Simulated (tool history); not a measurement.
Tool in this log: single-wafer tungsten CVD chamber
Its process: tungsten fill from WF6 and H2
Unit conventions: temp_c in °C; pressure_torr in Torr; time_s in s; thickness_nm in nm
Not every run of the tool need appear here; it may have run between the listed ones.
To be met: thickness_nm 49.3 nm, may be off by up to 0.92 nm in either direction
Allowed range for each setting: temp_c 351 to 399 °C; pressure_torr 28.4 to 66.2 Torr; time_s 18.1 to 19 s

| run | hour | temp_c | pressure_torr | time_s | thickness_nm |
|---|---|---|---|---|---|
| 1 | 0 | 375 | 47.3 | 19 | 35.751 |
| 2 | 1.2 | 379 | 47.5 | 19 | 38.865 |
| 3 | 10 | 379 | 47.5 | 18.1 | 37.225 |
| 4 | 13.9 | 372 | 47.5 | 18.1 | 31.888 |
|  | 16 | thermocouple changed; heater temperature recalibrated |
| 5 | 16 | 378 | 47.7 | 18.1 | 39.962 |
| 6 | 20.1 | 380 | 47.7 | 18.1 | 41.554 |
| 7 | 21.1 | 382 | 47.7 | 18.1 | 43.349 |
| 8 | 25.5 | 382 | 47.7 | 18.1 | 43.425 |
| 9 | 32.8 | 383 | 47.7 | 18.1 | 44.337 |
| 10 | 35.2 | 384 | 47.7 | 18.1 | 45.098 |
| 11 | 41.3 | 385 | 47.7 | 18.1 | 46.247 |

Which of these 4 next moves meets every target?
| A | 47.4 | 387 | 46 | 19 | ? |
| B | 47.4 | 388 | 42.1 | 18.3 | ? |
| C | 47.4 | 379 | 61 | 19 | ? |
| D | 47.4 | 377 | 52.3 | 19 | ? |

| move | thickness_nm |
|---|---|
| A | 49.632 |
| B | 47.055 |
| C | 47.211 |
| D | 42.539 |
A: meets every target
B: moves toward the targets from the last run without getting all of them in spec
C: moves toward the targets from the last run without getting all of them in spec
D: misses by more than the last run did
The right move is A.
